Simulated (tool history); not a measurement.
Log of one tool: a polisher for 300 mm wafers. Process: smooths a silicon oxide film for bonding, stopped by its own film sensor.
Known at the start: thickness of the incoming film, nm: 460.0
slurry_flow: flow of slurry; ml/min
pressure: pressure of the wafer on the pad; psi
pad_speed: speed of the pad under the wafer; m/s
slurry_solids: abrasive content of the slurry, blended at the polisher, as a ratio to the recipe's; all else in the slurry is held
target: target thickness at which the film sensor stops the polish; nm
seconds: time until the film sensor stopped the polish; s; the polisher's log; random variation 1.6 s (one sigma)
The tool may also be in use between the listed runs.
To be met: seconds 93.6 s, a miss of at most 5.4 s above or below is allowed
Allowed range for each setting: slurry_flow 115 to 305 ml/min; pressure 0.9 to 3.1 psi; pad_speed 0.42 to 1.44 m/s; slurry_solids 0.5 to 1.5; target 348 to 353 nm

Run 1, day 0: slurry_flow 195 ml/min, pressure 2 psi, pad_speed 0.92 m/s, slurry_solids 1, target 353 nm. Result: seconds 163.79 s.
Run 2, day 0.229: slurry_flow 195 ml/min, pressure 2.2 psi, pad_speed 0.94 m/s, slurry_solids 1, target 353 nm. Result: seconds 148.94 s.
Run 3, day 0.258: slurry_flow 195 ml/min, pressure 2.2 psi, pad_speed 0.94 m/s, slurry_solids 1.15, target 353 nm. Result: seconds 143.08 s.
Run 4, day 0.3: slurry_flow 195 ml/min, pressure 2.4 psi, pad_speed 0.96 m/s, slurry_solids 1.15, target 353 nm. Result: seconds 130.36 s.
Run 5, day 0.608: slurry_flow 195 ml/min, pressure 2.4 psi, pad_speed 0.96 m/s, slurry_solids 1.15, target 353 nm. Result: seconds 129.45 s.
Run 6, day 0.892: slurry_flow 195 ml/min, pressure 2.2 psi, pad_speed 0.96 m/s, slurry_solids 1.15, target 353 nm. Result: seconds 136.99 s.
Run 7, day 1.004: slurry_flow 195 ml/min, pressure 2.3 psi, pad_speed 0.98 m/s, slurry_solids 1.15, target 353 nm. Result: seconds 131.92 s.
Run 8, day 1.096: slurry_flow 195 ml/min, pressure 2.4 psi, pad_speed 1 m/s, slurry_solids 1.15, target 353 nm. Result: seconds 126.96 s.
Run 9, day 1.175: slurry_flow 195 ml/min, pressure 2.5 psi, pad_speed 1.02 m/s, slurry_solids 1.15, target 353 nm. Result: seconds 116.67 s.
Run 10, day 1.512: slurry_flow 195 ml/min, pressure 2.9 psi, pad_speed 1.04 m/s, slurry_solids 1.15, target 353 nm. Result: seconds 107.01 s.

Which one of the following 4 next-run settings gets every result inside its allowed miss? There is exactly one.
Run A, day 1.85: slurry_flow 235 ml/min, pressure 3.1 psi, pad_speed 1.24 m/s, slurry_solids 1.25, target 353 nm. Result: seconds ?.
Run B, day 1.85: slurry_flow 180 ml/min, pressure 2.7 psi, pad_speed 1.02 m/s, slurry_solids 1, target 348 nm. Result: seconds ?.
Run C, day 1.85: slurry_flow 225 ml/min, pressure 2.9 psi, pad_speed 1.04 m/s, slurry_solids 1.25, target 348 nm. Result: seconds ?.
Run D, day 1.85: slurry_flow 230 ml/min, pressure 3.1 psi, pad_speed 1.22 m/s, slurry_solids 1.05, target 351 nm. Result: seconds ?.

move  seconds
   A    84.39
   B   131.67
   C   105.69
   D   95.339
A: pushes the last run's worst result past its target
B: lands further from the targets than the last run did
C: nearer than the last run, and not there yet
D: all results land within tolerance of their targets
The right move is D.
